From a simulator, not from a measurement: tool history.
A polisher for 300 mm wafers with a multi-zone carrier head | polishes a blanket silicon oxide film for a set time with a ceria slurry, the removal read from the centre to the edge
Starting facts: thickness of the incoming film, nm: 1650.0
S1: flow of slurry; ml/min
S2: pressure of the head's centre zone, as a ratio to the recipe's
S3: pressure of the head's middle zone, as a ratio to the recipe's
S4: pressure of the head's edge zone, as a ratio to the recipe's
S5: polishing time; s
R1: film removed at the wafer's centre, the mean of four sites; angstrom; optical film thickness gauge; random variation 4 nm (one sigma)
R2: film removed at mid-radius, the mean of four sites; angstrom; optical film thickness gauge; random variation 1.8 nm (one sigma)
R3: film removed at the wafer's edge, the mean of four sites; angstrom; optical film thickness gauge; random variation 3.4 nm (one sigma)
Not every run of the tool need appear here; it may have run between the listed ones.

| run | hour | S1 | S2 | S3 | S4 | S5 | R1 | R2 | R3 |
|---|---|---|---|---|---|---|---|---|---|
| 1 | 0 | 310 | 1 | 1 | 1 | 59 | 4061.7 | 4014.8 | 4021 |
| 2 | 3.2 | 310 | 1 | 1 | 1.05 | 59 | 4120.6 | 4017.2 | 4205 |
| 3 | 6.8 | 270 | 1 | 1 | 1.05 | 59 | 4129.1 | 4012.4 | 4153.6 |
| 4 | 12 | 270 | 1 | 1 | 1.1 | 59 | 4145.3 | 4009.1 | 4271 |
| 5 | 19 | 270 | 1 | 1.08 | 1.1 | 59 | 4104.8 | 4275.7 | 4277.5 |
|  | 25.8 | slurry nozzle cleaned |
| 6 | 25.8 | 265 | 1.02 | 1.04 | 1.07 | 55 | 4040.1 | 3916.8 | 4065.7 |
| 7 | 30 | 265 | 1.03 | 1.01 | 1.02 | 51 | 3733.5 | 3553.6 | 3564.4 |

Estimate the outcome of run 8 from the log above:
| 8 | 36.8 | 265 | 1.03 | 1.01 | 1.02 | 51 | ? | ? | ? |

{"run 8": {"R1": 3735.2, "R2": 3608.8, "R3": 3551.7}}
